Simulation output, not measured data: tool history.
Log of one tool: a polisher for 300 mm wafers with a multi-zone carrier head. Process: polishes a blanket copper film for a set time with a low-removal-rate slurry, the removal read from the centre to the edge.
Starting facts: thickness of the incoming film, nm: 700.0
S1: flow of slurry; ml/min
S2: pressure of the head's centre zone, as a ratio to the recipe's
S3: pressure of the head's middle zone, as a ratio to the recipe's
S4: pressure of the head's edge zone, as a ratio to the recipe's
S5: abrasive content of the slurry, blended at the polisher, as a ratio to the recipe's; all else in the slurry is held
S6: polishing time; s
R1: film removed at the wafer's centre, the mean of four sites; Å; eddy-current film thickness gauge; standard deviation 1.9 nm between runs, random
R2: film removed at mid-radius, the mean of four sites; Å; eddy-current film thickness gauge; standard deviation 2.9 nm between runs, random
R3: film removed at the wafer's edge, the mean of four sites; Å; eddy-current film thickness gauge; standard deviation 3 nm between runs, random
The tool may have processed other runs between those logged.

{"run": 1, "hour": 0.0, "S1": 170, "S2": 1.0, "S3": 1.0, "S4": 1.0, "S5": 1.0, "S6": 63, "R1": 1744.5, "R2": 1732.0, "R3": 1705.4}
{"run": 2, "hour": 2.1, "S1": 170, "S2": 1.0, "S3": 1.0, "S4": 1.07, "S5": 1.0, "S6": 63, "R1": 1748.4, "R2": 1747.8, "R3": 1801.6}
{"run": 3, "hour": 5.0, "S1": 185, "S2": 1.02, "S3": 1.06, "S4": 1.1, "S5": 1.1, "S6": 64, "R1": 1890.3, "R2": 1922.6, "R3": 1831.7}
{"run": 4, "hour": 9.5, "S1": 145, "S2": 1.02, "S3": 1.06, "S4": 1.1, "S5": 1.1, "S6": 64, "R1": 1798.7, "R2": 1830.9, "R3": 1768.0}
{"run": 5, "hour": 14.5, "S1": 145, "S2": 1.02, "S3": 1.06, "S4": 1.1, "S5": 0.9, "S6": 64, "R1": 1730.4, "R2": 1763.5, "R3": 1801.2}
{"run": 6, "hour": 17.6, "S1": 120, "S2": 1.02, "S3": 1.06, "S4": 1.1, "S5": 0.9, "S6": 64, "R1": 1692.0, "R2": 1737.9, "R3": 1719.7}
{"run": 7, "hour": 23.6, "S1": 150, "S2": 1.02, "S3": 1.1, "S4": 1.13, "S5": 1.0, "S6": 66, "R1": 1834.0, "R2": 1959.0, "R3": 1880.9}

For run 8, what comes out?
{"run": 8, "hour": 25.1, "S1": 175, "S2": 1.03, "S3": 1.12, "S4": 1.15, "S5": 1.05, "S6": 67, "R1": "?", "R2": "?", "R3": "?"}

{"run 8": {"R1": 1917.1, "R2": 2065.9, "R3": 1976.3}}
